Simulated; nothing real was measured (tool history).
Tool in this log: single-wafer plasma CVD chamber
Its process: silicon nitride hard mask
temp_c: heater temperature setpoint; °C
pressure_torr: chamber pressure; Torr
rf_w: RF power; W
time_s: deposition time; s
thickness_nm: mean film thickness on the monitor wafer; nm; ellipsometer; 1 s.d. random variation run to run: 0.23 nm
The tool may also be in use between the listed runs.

| run | day | temp_c | pressure_torr | rf_w | time_s | thickness_nm |
|---|---|---|---|---|---|---|
| 1 | 0.000 | 380 | 1.70 | 305 | 76.5 | 90.248 |
| 2 | 0.192 | 380 | 1.84 | 310 | 76.6 | 93.523 |
| 3 | 0.558 | 380 | 2.14 | 310 | 76.6 | 97.128 |
| 4 | 0.850 | 389 | 2.14 | 310 | 76.6 | 96.362 |
| 5 | 1.071 | 389 | 2.14 | 285 | 76.6 | 90.266 |
| 6 | 1.100 | 389 | 2.19 | 295 | 76.8 | 93.598 |
| 7 | 1.212 | 389 | 2.23 | 305 | 76.9 | 97.006 |

The next listed run, before its measurement:
| 8 | 1.521 | 389 | 2.26 | 310 | 76.9 | ? |

{"run 8": {"thickness_nm": 98.314}}
